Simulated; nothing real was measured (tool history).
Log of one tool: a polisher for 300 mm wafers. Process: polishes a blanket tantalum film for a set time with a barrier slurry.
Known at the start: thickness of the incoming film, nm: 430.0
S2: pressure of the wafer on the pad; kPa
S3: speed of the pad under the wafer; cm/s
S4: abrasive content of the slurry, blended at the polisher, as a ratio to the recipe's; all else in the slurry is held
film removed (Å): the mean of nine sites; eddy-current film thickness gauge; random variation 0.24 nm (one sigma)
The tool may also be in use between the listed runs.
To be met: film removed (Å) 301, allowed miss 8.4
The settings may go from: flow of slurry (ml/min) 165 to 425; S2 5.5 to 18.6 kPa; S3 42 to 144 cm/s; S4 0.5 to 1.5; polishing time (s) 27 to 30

Run 1, hour 0: flow of slurry (ml/min) 275, S2 11.7 kPa, S3 92 cm/s, S4 1, polishing time (s) 30. Result: film removed (Å) 383.71.
Run 2, hour 5.6: flow of slurry (ml/min) 275, S2 11 kPa, S3 92 cm/s, S4 1, polishing time (s) 30. Result: film removed (Å) 361.07.
Run 3, hour 10.7: flow of slurry (ml/min) 275, S2 10.3 kPa, S3 92 cm/s, S4 1, polishing time (s) 30. Result: film removed (Å) 340.28.
Run 4, hour 12.2: flow of slurry (ml/min) 275, S2 11.7 kPa, S3 92 cm/s, S4 1, polishing time (s) 30. Result: film removed (Å) 384.71.
Run 5, hour 13.8: flow of slurry (ml/min) 275, S2 13.1 kPa, S3 92 cm/s, S4 1, polishing time (s) 30. Result: film removed (Å) 428.85.
Run 6, hour 20.9: flow of slurry (ml/min) 275, S2 12.4 kPa, S3 92 cm/s, S4 1, polishing time (s) 30. Result: film removed (Å) 400.11.
Run 7, hour 24.2: flow of slurry (ml/min) 275, S2 11.7 kPa, S3 92 cm/s, S4 1, polishing time (s) 30. Result: film removed (Å) 383.2.
Run 8, hour 32.2: flow of slurry (ml/min) 270, S2 8.3 kPa, S3 92 cm/s, S4 1, polishing time (s) 30. Result: film removed (Å) 271.06.
Run 9, hour 38.5: flow of slurry (ml/min) 270, S2 8.3 kPa, S3 92 cm/s, S4 1, polishing time (s) 30. Result: film removed (Å) 277.27.
Run 10, hour 40.3: flow of slurry (ml/min) 280, S2 9.7 kPa, S3 92 cm/s, S4 1, polishing time (s) 30. Result: film removed (Å) 320.78.
Run 11, hour 41.3: flow of slurry (ml/min) 275, S2 9.7 kPa, S3 92 cm/s, S4 1, polishing time (s) 30. Result: film removed (Å) 320.34.
Run 12, hour 47.5: flow of slurry (ml/min) 265, S2 9.7 kPa, S3 92 cm/s, S4 1, polishing time (s) 30. Result: film removed (Å) 320.95.

Which of these 4 next moves meets every target?
Run A, hour 53.7: flow of slurry (ml/min) 265, S2 9.7 kPa, S3 84 cm/s, S4 1.4, polishing time (s) 30. Result: film removed (Å) ?.
Run B, hour 53.7: flow of slurry (ml/min) 285, S2 8.3 kPa, S3 102 cm/s, S4 1, polishing time (s) 28. Result: film removed (Å) ?.
Run C, hour 53.7: flow of slurry (ml/min) 265, S2 9 kPa, S3 98 cm/s, S4 1, polishing time (s) 29. Result: film removed (Å) ?.
Run D, hour 53.7: flow of slurry (ml/min) 225, S2 11 kPa, S3 82 cm/s, S4 0.9, polishing time (s) 28. Result: film removed (Å) ?.

move  film removed (Å)
   A            325.42
   B            287.77
   C            307.15
   D            286.67
A: further off than the last run
B: takes the result that was furthest off past its target
C: meets every target
D: takes the result that was furthest off past its target
Move C is the one to make.
